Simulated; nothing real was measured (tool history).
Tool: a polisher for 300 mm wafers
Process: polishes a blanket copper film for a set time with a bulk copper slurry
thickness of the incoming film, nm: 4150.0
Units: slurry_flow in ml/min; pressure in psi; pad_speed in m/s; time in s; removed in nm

| run | day | slurry_flow | pressure | pad_speed | slurry_solids | time | removed |
|---|---|---|---|---|---|---|---|
| 1 | 0 | 215 | 3.3 | 1.28 | 1 | 72 | 1047.6 |
| 2 | 0.242 | 215 | 3.3 | 1.08 | 1 | 72 | 877.89 |
| 3 | 0.575 | 210 | 3.2 | 1.08 | 1 | 72 | 857.77 |
| 4 | 0.875 | 210 | 3.2 | 1.08 | 1 | 72 | 839.37 |
|  | 1.083 | worn pad replaced by a new one |
| 5 | 1.083 | 200 | 3.1 | 1.08 | 1 | 72 | 867.19 |
| 6 | 1.117 | 170 | 3.1 | 1.08 | 1 | 72 | 846.95 |
| 7 | 1.225 | 170 | 3 | 1.08 | 1 | 72 | 813.27 |

The next listed run, before its measurement:
| 8 | 1.55 | 170 | 2.9 | 1.08 | 1 | 72 | ? |

{"run 8": {"removed": 780.27}}
